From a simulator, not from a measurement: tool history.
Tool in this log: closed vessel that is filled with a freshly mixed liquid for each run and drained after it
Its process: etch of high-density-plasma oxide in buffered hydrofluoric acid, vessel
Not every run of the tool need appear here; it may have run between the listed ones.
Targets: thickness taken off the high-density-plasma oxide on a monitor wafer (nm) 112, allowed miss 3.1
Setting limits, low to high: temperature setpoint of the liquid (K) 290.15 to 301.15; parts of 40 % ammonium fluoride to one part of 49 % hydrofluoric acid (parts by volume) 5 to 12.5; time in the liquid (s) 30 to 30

run	hour	temperature setpoint of the liquid (K)	parts of 40 % ammonium fluoride to one part of 49 % hydrofluoric acid (parts by volume)	time in the liquid (s)	thickness taken off the high-density-plasma oxide on a monitor wafer (nm)
1	0	293.15	7.5	30	81.719
2	8.5	290.15	7.5	30	68.92
3	15	291.65	7.5	30	74.607
4	23.2	293.15	7.5	30	81.992
5	25.7	294.15	7.5	30	85.836
6	34.1	294.15	9.5	30	68.594
7	34.7	295.65	9.5	30	73.4
8	36.1	296.65	9.5	30	78.514
9	40.3	297.65	9.5	30	82.529
10	45.9	298.15	9.5	30	85.285
11	50.4	298.65	9.5	30	87.72
12	52.3	299.15	9.5	30	89.406
# hour 57: thermometer replaced
13	57	299.65	9.5	30	104.25
14	63.9	300.15	9.5	30	106.49

Which one of the following 5 next-run settings gets every result inside its allowed miss? There is exactly one.
A	70.8	301.15	10.5	30	?
B	70.8	301.15	9.5	30	?
C	70.8	300.15	10.5	30	?
D	70.8	298.15	10	30	?
E	70.8	299.15	10	30	?

move	thickness taken off the high-density-plasma oxide on a monitor wafer (nm)
A	105.86
B	114.64
C	100.36
D	94.5
E	99.742
A: its largest miss is bigger than the last run's
B: all results land within tolerance of their targets
C: its largest miss is bigger than the last run's
D: its largest miss is bigger than the last run's
E: its largest miss is bigger than the last run's
Correct choice: B, which meets every target
